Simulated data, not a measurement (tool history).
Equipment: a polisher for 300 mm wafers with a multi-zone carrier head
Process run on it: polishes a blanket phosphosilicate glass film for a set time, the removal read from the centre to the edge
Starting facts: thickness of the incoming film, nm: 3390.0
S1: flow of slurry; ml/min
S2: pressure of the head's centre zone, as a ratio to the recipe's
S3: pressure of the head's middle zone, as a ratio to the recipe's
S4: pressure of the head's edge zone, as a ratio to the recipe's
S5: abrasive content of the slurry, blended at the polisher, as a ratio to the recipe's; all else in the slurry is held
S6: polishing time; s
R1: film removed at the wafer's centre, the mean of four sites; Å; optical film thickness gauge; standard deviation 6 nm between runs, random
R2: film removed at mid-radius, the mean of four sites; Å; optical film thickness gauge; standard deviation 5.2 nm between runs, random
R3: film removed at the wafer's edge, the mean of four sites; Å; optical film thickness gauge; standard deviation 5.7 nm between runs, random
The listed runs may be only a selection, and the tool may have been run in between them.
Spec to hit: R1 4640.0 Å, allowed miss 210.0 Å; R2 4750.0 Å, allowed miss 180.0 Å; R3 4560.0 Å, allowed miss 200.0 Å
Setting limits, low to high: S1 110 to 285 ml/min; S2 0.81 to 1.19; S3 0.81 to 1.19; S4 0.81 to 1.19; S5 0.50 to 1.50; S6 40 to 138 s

run,hour,S1,S2,S3,S4,S5,S6,R1,R2,R3
1,0.0,180,1.00,1.00,1.00,1.00,88,5650.2,5831.3,5748.4
2,8.3,175,0.99,0.99,0.96,0.90,88,5351.7,5497.2,5479.7
3,14.1,175,0.99,1.05,0.96,0.90,88,5222.6,5563.5,5350.3
4,17.6,170,1.00,1.05,0.94,0.80,88,4878.7,5132.1,4736.3
5,25.3,160,1.00,1.03,0.94,0.80,88,4802.2,4917.0,4827.2
6,32.8,160,1.00,1.03,0.91,0.80,88,4822.4,4919.9,4853.4
7,38.0,145,1.02,1.06,0.89,0.70,87,4325.3,4483.1,4185.3
8,43.1,155,1.01,1.05,0.90,0.70,87,4418.7,4624.3,4182.7
9,46.6,160,1.00,1.03,0.91,0.70,87,4455.5,4542.4,4265.9

Which single option among these 4 for the next run brings every result within its allowed miss of target? Just one does.
A,50.1,110,1.03,0.87,0.86,0.80,91,?,?,?
B,50.1,130,1.02,1.04,0.92,0.80,86,?,?,?
C,50.1,135,1.02,0.87,0.98,0.70,90,?,?,?
D,50.1,110,0.93,0.88,0.93,1.15,81,?,?,?

move,R1,R2,R3
A,4648.6,4277.0,4565.7
B,4602.8,4715.6,4592.0
C,4430.2,4079.1,4545.7
D,4614.1,4711.4,5176.0
A: the furthest-off result lands on target, but another misses its tolerance
B: hits every target within its allowed miss
C: the furthest-off result lands on target, but another misses its tolerance
D: carries the result that was furthest off beyond its target, to the other side
The right move is B.
